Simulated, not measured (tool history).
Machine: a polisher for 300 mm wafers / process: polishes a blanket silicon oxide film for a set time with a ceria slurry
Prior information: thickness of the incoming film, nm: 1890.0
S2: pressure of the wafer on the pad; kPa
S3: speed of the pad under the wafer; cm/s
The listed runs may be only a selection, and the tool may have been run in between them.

Run 1, hour 0: flow of slurry (ml/min) 190, S2 22.8 kPa, S3 134 cm/s, polishing time (s) 20. Result: film removed (angstrom) 979.8.
Run 2, hour 4.7: flow of slurry (ml/min) 190, S2 24.8 kPa, S3 134 cm/s, polishing time (s) 20. Result: film removed (angstrom) 1028.7.
Run 3, hour 10: flow of slurry (ml/min) 190, S2 27.6 kPa, S3 136 cm/s, polishing time (s) 20. Result: film removed (angstrom) 1194.5.
Run 4, hour 10.5: flow of slurry (ml/min) 190, S2 25.5 kPa, S3 136 cm/s, polishing time (s) 20. Result: film removed (angstrom) 1130.4.
Run 5, hour 12.3: flow of slurry (ml/min) 190, S2 25.5 kPa, S3 136 cm/s, polishing time (s) 18. Result: film removed (angstrom) 998.33.
Run 6, hour 13.7: flow of slurry (ml/min) 190, S2 27.6 kPa, S3 138 cm/s, polishing time (s) 18. Result: film removed (angstrom) 1088.2.

Run 7 has not been measured yet. What should we expect?
Run 7, hour 15.5: flow of slurry (ml/min) 190, S2 29.6 kPa, S3 140 cm/s, polishing time (s) 18. Result: film removed (angstrom) ?.

film removed (angstrom): 1196.3
